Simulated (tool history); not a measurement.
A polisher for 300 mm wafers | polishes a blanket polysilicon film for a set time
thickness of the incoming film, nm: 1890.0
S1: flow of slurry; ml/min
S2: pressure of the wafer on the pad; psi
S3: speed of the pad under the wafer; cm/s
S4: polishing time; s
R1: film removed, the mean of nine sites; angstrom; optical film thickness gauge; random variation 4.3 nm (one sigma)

run	day	S1	S2	S3	S4	R1
1	0	265	1.8	122	41	2668.4
2	0.288	205	1.8	122	41	2569.1
3	0.446	210	1.9	122	41	2732.1
4	0.742	210	2.1	122	41	3006
5	1.058	210	2.1	122	41	3003.5
6	1.354	210	2.3	122	41	3220
7	1.496	210	2.4	122	41	3414.5

The next listed run, before its measurement:
8	1.762	215	2.6	122	41	?

R1: 3741.7 angstrom
